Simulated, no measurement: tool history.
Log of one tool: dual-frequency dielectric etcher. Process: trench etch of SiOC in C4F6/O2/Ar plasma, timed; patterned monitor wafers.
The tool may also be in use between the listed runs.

run,day,source power (W),bias power (W),etch time (s),mean etch depth across the wafer (Å)
1,0.000,430,185,12.0,283.75
2,0.138,400,180,12.0,268.94
3,0.204,400,180,12.0,269.94
4,0.446,400,158,12.0,257.81
5,0.754,380,157,12.0,254.65
6,1.067,380,175,12.0,260.58

The next listed run, before its measurement:
7,1.329,360,174,12.0,?

Run 7 gave mean etch depth across the wafer (Å) 256.99.

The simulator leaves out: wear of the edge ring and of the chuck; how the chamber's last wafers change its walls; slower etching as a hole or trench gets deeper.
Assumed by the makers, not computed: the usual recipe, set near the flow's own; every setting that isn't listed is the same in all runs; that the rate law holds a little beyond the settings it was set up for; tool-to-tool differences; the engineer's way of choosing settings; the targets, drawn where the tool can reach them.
